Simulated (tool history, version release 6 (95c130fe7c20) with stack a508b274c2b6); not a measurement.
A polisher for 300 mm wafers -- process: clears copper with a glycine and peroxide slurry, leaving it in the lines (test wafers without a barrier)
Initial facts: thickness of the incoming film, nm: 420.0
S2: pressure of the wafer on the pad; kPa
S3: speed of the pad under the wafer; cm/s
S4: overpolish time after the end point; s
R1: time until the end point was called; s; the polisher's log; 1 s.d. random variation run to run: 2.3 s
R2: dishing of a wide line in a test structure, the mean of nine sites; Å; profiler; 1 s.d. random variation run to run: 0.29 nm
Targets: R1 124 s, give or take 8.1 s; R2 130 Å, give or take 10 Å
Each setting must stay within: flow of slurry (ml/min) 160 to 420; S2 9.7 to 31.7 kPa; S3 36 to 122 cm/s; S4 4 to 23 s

{"run": 1, "hour": 0.0, "flow of slurry (ml/min)": 270, "S2": 20.7, "S3": 78, "S4": 12, "R1": 92.456, "R2": 361.09}
{"run": 2, "hour": 6.1, "flow of slurry (ml/min)": 265, "S2": 18.6, "S3": 78, "S4": 10, "R1": 99.019, "R2": 292.46}
{"run": 3, "hour": 11.0, "flow of slurry (ml/min)": 265, "S2": 18.6, "S3": 68, "S4": 10, "R1": 111.67, "R2": 275.37}
{"run": 4, "hour": 19.5, "flow of slurry (ml/min)": 265, "S2": 18.6, "S3": 58, "S4": 10, "R1": 125.9, "R2": 235.76}
{"run": 5, "hour": 23.9, "flow of slurry (ml/min)": 275, "S2": 20, "S3": 52, "S4": 9, "R1": 126.75, "R2": 223.83}
{"run": 6, "hour": 31.9, "flow of slurry (ml/min)": 250, "S2": 19.3, "S3": 52, "S4": 8, "R1": 128.35, "R2": 189.14}
{"run": 7, "hour": 36.8, "flow of slurry (ml/min)": 240, "S2": 19.3, "S3": 52, "S4": 7, "R1": 134.37, "R2": 166.82}
{"run": 8, "hour": 44.4, "flow of slurry (ml/min)": 230, "S2": 20, "S3": 52, "S4": 6, "R1": 129.96, "R2": 147.36}
{"run": 9, "hour": 47.7, "flow of slurry (ml/min)": 220, "S2": 21.4, "S3": 52, "S4": 4, "R1": 124.23, "R2": 106.89}
{"run": 10, "hour": 55.8, "flow of slurry (ml/min)": 230, "S2": 21.4, "S3": 52, "S4": 4, "R1": 126.37, "R2": 102.48}

5 candidate next runs follow, results not yet known. Just one meets every target within its allowed miss. Identify it.
{"run": "A", "hour": 63.9, "flow of slurry (ml/min)": 325, "S2": 23.4, "S3": 40, "S4": 4, "R1": "?", "R2": "?"}
{"run": "B", "hour": 63.9, "flow of slurry (ml/min)": 230, "S2": 14.5, "S3": 60, "S4": 7, "R1": "?", "R2": "?"}
{"run": "C", "hour": 63.9, "flow of slurry (ml/min)": 245, "S2": 21.4, "S3": 52, "S4": 5, "R1": "?", "R2": "?"}
{"run": "D", "hour": 63.9, "flow of slurry (ml/min)": 225, "S2": 20.7, "S3": 42, "S4": 4, "R1": "?", "R2": "?"}
{"run": "E", "hour": 63.9, "flow of slurry (ml/min)": 210, "S2": 23.4, "S3": 46, "S4": 4, "R1": "?", "R2": "?"}

move=A R1=140.89 R2=96.327
move=B R1=147.64 R2=155.72
move=C R1=126.43 R2=131.85
move=D R1=151.01 R2=90.046
move=E R1=131.12 R2=103.1
A: further off than the last run
B: moves the result that the last run missed by most past its target, out the other side
C: every result lands within tolerance
D: further off than the last run
E: just as far off the targets as the last run
Go with C: it meets all targets.
